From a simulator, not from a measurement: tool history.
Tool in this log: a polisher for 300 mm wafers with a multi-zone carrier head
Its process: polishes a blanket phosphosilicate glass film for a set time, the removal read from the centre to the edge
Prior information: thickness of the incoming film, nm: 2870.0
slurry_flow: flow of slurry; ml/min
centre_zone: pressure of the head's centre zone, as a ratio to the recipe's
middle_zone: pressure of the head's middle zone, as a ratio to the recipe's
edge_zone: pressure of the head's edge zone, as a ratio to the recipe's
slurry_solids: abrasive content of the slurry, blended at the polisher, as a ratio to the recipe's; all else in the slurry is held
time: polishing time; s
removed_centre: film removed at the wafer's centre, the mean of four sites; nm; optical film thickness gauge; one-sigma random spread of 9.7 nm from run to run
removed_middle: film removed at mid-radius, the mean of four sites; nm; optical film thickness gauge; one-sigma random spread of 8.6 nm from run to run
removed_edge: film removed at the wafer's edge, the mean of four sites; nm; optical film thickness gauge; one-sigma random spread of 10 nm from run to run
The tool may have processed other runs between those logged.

run	day	slurry_flow	centre_zone	middle_zone	edge_zone	slurry_solids	time	removed_centre	removed_middle	removed_edge
1	0.000	135	1.00	1.00	1.00	1.00	86	749.27	750.40	764.85
2	0.258	145	1.04	0.98	1.05	1.05	86	807.32	746.97	809.61
3	0.633	145	1.04	0.98	1.01	1.05	86	810.01	762.69	806.44
4	0.688	145	1.00	0.98	1.01	1.05	86	773.26	756.30	808.44
5	1.008	155	1.04	0.97	1.02	1.10	86	844.22	784.74	826.09
6	1.071	155	1.04	0.97	1.02	1.25	86	886.36	843.13	865.06
7	1.308	160	1.06	0.94	1.04	1.25	86	909.94	805.70	896.17
8	1.658	165	1.07	0.93	1.04	1.25	86	918.66	810.98	879.56

What does the tool deliver on the next run?
# day 1.842: edge zone pressure recalibrated
9	1.842	170	1.08	0.92	1.06	1.25	86	?	?	?

removed_centre: 938.64 nm
removed_middle: 803.57 nm
removed_edge: 874.91 nm
